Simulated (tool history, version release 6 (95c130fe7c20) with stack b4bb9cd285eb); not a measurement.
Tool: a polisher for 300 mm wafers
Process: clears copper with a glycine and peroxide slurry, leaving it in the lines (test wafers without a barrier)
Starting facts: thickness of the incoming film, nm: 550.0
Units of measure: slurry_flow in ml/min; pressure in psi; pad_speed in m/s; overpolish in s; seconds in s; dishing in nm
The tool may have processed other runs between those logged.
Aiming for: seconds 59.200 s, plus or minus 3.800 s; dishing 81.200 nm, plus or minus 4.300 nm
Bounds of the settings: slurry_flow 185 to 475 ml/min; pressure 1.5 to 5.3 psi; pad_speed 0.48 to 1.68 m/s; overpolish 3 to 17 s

run	hour	slurry_flow	pressure	pad_speed	overpolish	seconds	dishing
1	0.0	305	3.4	1.08	9	71.545	47.996
2	0.8	305	3.4	0.84	9	87.695	41.903
3	8.5	305	3.8	0.86	10	82.454	47.912
4	12.1	305	4.1	0.92	11	72.849	59.096
5	17.9	305	3.4	0.92	11	83.144	50.666
6	21.5	350	3.4	0.92	11	80.507	51.853
7	25.3	340	4.4	0.96	13	65.150	70.700
8	30.7	340	4.5	0.96	13	62.646	73.748

Exercise: of the 5 proposed moves below, exactly one satisfies all targets within the stated allowed misses. Which move is it?
A	36.1	325	4.6	1.02	14	?	?
B	36.1	355	4.0	1.02	12	?	?
C	36.1	385	3.3	1.12	15	?	?
D	36.1	355	4.4	0.88	16	?	?
E	36.1	360	4.4	1.06	12	?	?

move	seconds	dishing
A	58.807	82.622
B	65.707	67.848
C	70.489	74.953
D	69.091	81.269
E	58.655	73.991
A: all results land within tolerance of their targets
B: the biggest miss grows against the last run
C: the biggest miss grows against the last run
D: gets the furthest-off result to its target, but another result is out of tolerance
E: about as far from the targets as the last run
Move A is the one to make.
